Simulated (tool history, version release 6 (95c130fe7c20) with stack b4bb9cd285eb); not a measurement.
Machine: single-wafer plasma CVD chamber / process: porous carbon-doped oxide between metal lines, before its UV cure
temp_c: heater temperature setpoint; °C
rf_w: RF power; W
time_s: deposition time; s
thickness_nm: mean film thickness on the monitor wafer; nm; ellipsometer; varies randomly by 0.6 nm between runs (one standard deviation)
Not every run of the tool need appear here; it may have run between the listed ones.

run  hour  temp_c  rf_w  time_s  thickness_nm
  1   0.0     290   635    34.3        246.13
  2   4.8     296   630    34.3        235.16
  3  10.1     300   630    34.3        229.12
  4  15.4     302   630    34.3        225.75
  5  17.7     302   630    34.3        225.79
  6  26.0     304   630    34.3        221.94

Run 7 comes next. What will it give?
  7  28.4     305   630    34.3             ?

For run 7 the tool returned thickness_nm 221.25 nm.
